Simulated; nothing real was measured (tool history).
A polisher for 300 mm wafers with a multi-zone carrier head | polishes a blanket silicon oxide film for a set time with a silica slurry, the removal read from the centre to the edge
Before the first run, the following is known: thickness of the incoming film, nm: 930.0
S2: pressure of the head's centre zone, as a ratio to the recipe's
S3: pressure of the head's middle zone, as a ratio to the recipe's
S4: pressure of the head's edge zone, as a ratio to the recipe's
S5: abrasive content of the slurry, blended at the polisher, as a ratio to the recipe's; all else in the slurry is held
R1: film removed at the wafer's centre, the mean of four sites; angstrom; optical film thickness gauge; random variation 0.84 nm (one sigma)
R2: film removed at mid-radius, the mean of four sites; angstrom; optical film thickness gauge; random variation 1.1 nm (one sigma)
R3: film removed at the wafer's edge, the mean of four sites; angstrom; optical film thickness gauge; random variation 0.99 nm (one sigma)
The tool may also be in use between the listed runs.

run 1 hour=0.0 | flow_of_slurry_(ml/min)=225 S2=1.00 S3=1.00 S4=1.00 S5=1.00 polishing_time_(s)=45 | R1=1523.3 R2=1516.50 R3=1526.40
run 2 hour=5.6 | flow_of_slurry_(ml/min)=225 S2=1.00 S3=1.00 S4=1.04 S5=1.00 polishing_time_(s)=45 | R1=1498.1 R2=1511.90 R3=1500.30
run 3 hour=13.2 | flow_of_slurry_(ml/min)=225 S2=1.02 S3=0.99 S4=1.04 S5=0.95 polishing_time_(s)=43 | R1=1446.2 R2=1385.50 R3=1445.40
run 4 hour=21.7 | flow_of_slurry_(ml/min)=225 S2=1.02 S3=0.91 S4=1.04 S5=0.95 polishing_time_(s)=43 | R1=1447.4 R2=1274.30 R3=1452.20
run 5 hour=27.0 | flow_of_slurry_(ml/min)=225 S2=1.02 S3=0.91 S4=1.04 S5=0.95 polishing_time_(s)=38 | R1=1276.8 R2=1140.10 R3=1244.10
run 6 hour=34.4 | flow_of_slurry_(ml/min)=225 S2=1.02 S3=0.91 S4=1.04 S5=0.75 polishing_time_(s)=38 | R1=1161.9 R2=1047.70 R3=1139.60
run 7 hour=35.8 | flow_of_slurry_(ml/min)=225 S2=1.03 S3=0.90 S4=1.03 S5=0.70 polishing_time_(s)=37 | R1=1123.2 R2=975.83 R3=1099.70
run 8 hour=39.7 | flow_of_slurry_(ml/min)=230 S2=1.04 S3=0.90 S4=1.02 S5=0.70 polishing_time_(s)=36 | R1=1089.7 R2=956.50 R3=1078.10
run 9 hour=44.0 | flow_of_slurry_(ml/min)=220 S2=1.06 S3=0.91 S4=1.03 S5=0.70 polishing_time_(s)=35 | R1=1074.7 R2=956.42 R3=1027.50
run 10 hour=44.6 | flow_of_slurry_(ml/min)=215 S2=1.07 S3=0.90 S4=1.02 S5=0.70 polishing_time_(s)=35 | R1=1067.6 R2=925.07 R3=1028.40
run 11 hour=49.6 | flow_of_slurry_(ml/min)=225 S2=1.08 S3=0.90 S4=1.00 S5=0.70 polishing_time_(s)=34 | R1=1040.3 R2=890.44 R3=996.78
run 12 hour=52.2 | flow_of_slurry_(ml/min)=220 S2=1.09 S3=0.90 S4=1.00 S5=0.70 polishing_time_(s)=34 | R1=1056.1 R2=887.34 R3=994.58
run 13 hour=61.1 | flow_of_slurry_(ml/min)=220 S2=1.09 S3=0.90 S4=1.00 S5=0.70 polishing_time_(s)=34 | R1=1066.1 R2=914.39 R3=981.94
run 14 hour=69.5 | flow_of_slurry_(ml/min)=215 S2=1.10 S3=0.89 S4=0.99 S5=0.70 polishing_time_(s)=34 | R1=1058.2 R2=881.41 R3=981.85

Estimate the outcome of run 15 from the log above:
run 15 hour=70.6 | flow_of_slurry_(ml/min)=210 S2=1.11 S3=0.89 S4=0.97 S5=0.70 polishing_time_(s)=34 | R1=? R2=? R3=?

R1: 1065.0 angstrom
R2: 884.82 angstrom
R3: 958.22 angstrom
